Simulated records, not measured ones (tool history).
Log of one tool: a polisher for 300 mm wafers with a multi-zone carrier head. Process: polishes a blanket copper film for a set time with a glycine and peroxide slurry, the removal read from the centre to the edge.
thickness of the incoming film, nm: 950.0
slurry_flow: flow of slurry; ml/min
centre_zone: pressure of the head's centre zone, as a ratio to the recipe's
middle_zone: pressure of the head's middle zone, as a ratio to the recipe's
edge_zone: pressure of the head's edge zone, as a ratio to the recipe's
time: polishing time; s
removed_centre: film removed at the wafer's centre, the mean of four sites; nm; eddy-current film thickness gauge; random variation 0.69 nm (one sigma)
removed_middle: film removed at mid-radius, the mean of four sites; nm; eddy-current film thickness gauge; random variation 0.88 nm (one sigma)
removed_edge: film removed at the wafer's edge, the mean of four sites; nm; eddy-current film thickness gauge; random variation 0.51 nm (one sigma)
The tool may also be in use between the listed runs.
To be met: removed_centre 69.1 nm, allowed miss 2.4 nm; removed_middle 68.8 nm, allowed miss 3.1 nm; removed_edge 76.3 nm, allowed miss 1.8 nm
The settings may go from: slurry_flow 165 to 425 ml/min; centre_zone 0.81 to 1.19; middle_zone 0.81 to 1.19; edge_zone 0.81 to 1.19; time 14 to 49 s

run  hour  slurry_flow  centre_zone  middle_zone  edge_zone  time  removed_centre  removed_middle  removed_edge
  1     0          275            1            1          1    31          113.49          122.52        123.65
  2   8.6          330            1            1          1    31          116.82           125.7        123.69
  3  13.5          325         0.99         0.98       0.99    29          110.02           117.9        114.87
  4  17.9          310         0.98         0.96          1    27          100.29          105.53        108.42
  5  22.7          310         0.98         0.96       0.94    27          100.97          108.62        104.44
  6  26.7          300         0.97         0.94       0.94    26          94.365          101.29        98.803
  7  29.1          290         0.97         0.92       0.94    25          90.475          96.502        95.352
  8  31.3          280         0.97         0.91       0.94    24           86.97          90.304        92.689
  9  40.2          270         0.97          0.9       0.93    24          86.035          88.449        90.166
 10  42.3          260         0.96         0.89       0.93    24          86.256          88.697        90.754
 11  47.8          255         0.95         0.88       0.93    23          80.864          84.549        87.188
 12  51.8          255         0.95         0.88       0.93    23          81.112          83.882        86.603
 13    55          245         0.95         0.87       0.93    23          78.372          82.313        86.224
 14  60.5          240         0.95         0.86       0.93    23          81.565          80.463         86.75
 15    61          235         0.94         0.85       0.93    23          77.945          81.012        87.064
 16  64.3          235         0.96         0.81       0.93    18          63.324          63.014        69.105
 17  69.1          290            1         0.87       1.03    18          68.232          67.154        72.442
 18  75.7          290            1         0.87       1.04    18          68.777          66.051        72.656
 19  78.2          295         0.98         0.88       1.06    18          66.933          64.984        73.831
 20  78.8          300         0.98         0.89       1.06    18          66.372          66.957        73.874
     81.2  -- centre zone pressure recalibrated
 21  81.2          310         0.99          0.9       1.08    18          70.971          68.898        74.559

4 next moves are on the table. One of them brings every result within its allowed miss. Which?
  A  83.6          260         0.98         0.97       1.18    18               ?               ?             ?
  B  83.6          355         0.94            1       1.04    17               ?               ?             ?
  C  83.6          380         1.02         0.94       1.07    17               ?               ?             ?
  D  83.6          265         0.99         0.92       1.02    18               ?               ?             ?

move  removed_centre  removed_middle  removed_edge
   A          68.691          68.577         76.36
   B          64.203           68.02         69.09
   C          70.091          65.602        70.397
   D           69.53          66.379        71.083
A: meets every target
B: further off than the last run
C: further off than the last run
D: further off than the last run
The right move is A.
